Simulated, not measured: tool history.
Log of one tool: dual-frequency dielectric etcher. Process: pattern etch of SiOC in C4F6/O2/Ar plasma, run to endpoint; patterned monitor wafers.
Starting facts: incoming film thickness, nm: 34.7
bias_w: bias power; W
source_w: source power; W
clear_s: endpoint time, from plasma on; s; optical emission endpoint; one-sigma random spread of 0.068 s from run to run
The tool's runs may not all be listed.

run,hour,bias_w,source_w,clear_s
1,0,373,410,11.922
2,6.6,412,410,11.511
3,9,371,380,12.391
4,17.1,340,370,12.926
5,21.3,316,360,13.483
6,28.6,299,360,13.661
7,36.8,299,360,13.677
8,40.5,225,330,15.792
9,42.1,235,330,15.564
10,44.7,243,330,15.342
11,46.9,249,330,15.313
12,51.1,255,330,15.248

Run 13 has not been measured yet. What should we expect?
13,56,255,330,?

Run 13 gave clear_s 15.145 s.

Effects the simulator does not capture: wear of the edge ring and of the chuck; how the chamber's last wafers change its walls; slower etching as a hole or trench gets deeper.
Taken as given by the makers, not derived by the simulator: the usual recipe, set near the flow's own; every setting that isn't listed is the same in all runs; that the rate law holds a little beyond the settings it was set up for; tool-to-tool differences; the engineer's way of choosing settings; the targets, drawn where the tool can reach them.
